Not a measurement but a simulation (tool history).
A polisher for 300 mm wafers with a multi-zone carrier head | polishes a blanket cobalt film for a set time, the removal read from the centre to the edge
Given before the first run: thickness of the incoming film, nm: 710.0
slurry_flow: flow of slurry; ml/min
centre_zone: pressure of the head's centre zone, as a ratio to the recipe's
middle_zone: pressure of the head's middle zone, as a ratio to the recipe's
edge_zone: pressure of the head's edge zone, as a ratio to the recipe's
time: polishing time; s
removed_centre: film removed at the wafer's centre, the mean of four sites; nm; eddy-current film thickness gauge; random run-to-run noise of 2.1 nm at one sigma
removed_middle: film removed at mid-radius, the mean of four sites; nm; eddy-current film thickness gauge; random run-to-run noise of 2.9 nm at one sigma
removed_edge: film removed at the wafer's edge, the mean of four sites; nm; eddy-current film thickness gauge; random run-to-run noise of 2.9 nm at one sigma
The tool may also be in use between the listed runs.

Run 1, hour 0: slurry_flow 150 ml/min, centre_zone 1, middle_zone 1, edge_zone 1, time 49 s. Result: removed_centre 248.83 nm, removed_middle 254.25 nm, removed_edge 247.22 nm.
Run 2, hour 6.7: slurry_flow 150 ml/min, centre_zone 1, middle_zone 1, edge_zone 1, time 58 s. Result: removed_centre 296.8 nm, removed_middle 294.07 nm, removed_edge 294.93 nm.
Run 3, hour 9.8: slurry_flow 150 ml/min, centre_zone 1, middle_zone 1, edge_zone 1, time 63 s. Result: removed_centre 316.78 nm, removed_middle 320.94 nm, removed_edge 316.44 nm.
Run 4, hour 17.6: slurry_flow 180 ml/min, centre_zone 1, middle_zone 1, edge_zone 1, time 63 s. Result: removed_centre 330.48 nm, removed_middle 335.01 nm, removed_edge 326.46 nm.
Run 5, hour 26: slurry_flow 180 ml/min, centre_zone 1, middle_zone 1, edge_zone 0.93, time 63 s. Result: removed_centre 329.1 nm, removed_middle 325.43 nm, removed_edge 311.22 nm.
Run 6, hour 31.7: slurry_flow 210 ml/min, centre_zone 1, middle_zone 1, edge_zone 0.93, time 63 s. Result: removed_centre 336.42 nm, removed_middle 330.83 nm, removed_edge 316.84 nm.

Run 7 comes next. What will it give?
Run 7, hour 38.1: slurry_flow 205 ml/min, centre_zone 1, middle_zone 0.98, edge_zone 0.93, time 63 s. Result: removed_centre ?, removed_middle ?, removed_edge ?.

{"run 7": {"removed_centre": 333.26, "removed_middle": 327.07, "removed_edge": 315.18}}
